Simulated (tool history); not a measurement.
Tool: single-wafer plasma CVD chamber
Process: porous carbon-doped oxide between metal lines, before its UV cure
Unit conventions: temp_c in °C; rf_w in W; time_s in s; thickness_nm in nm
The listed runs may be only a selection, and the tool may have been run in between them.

run	hour	temp_c	rf_w	time_s	thickness_nm
1	0.0	310	440	21.5	101.470
2	3.7	314	425	21.5	97.101
3	7.9	314	470	21.5	104.020
4	13.2	318	450	21.5	98.518
5	20.7	321	435	21.5	95.099
6	22.9	323	425	21.5	91.960

Run 7 comes next. What will it give?
7	28.3	325	420	21.5	?

thickness_nm: 89.716 nm

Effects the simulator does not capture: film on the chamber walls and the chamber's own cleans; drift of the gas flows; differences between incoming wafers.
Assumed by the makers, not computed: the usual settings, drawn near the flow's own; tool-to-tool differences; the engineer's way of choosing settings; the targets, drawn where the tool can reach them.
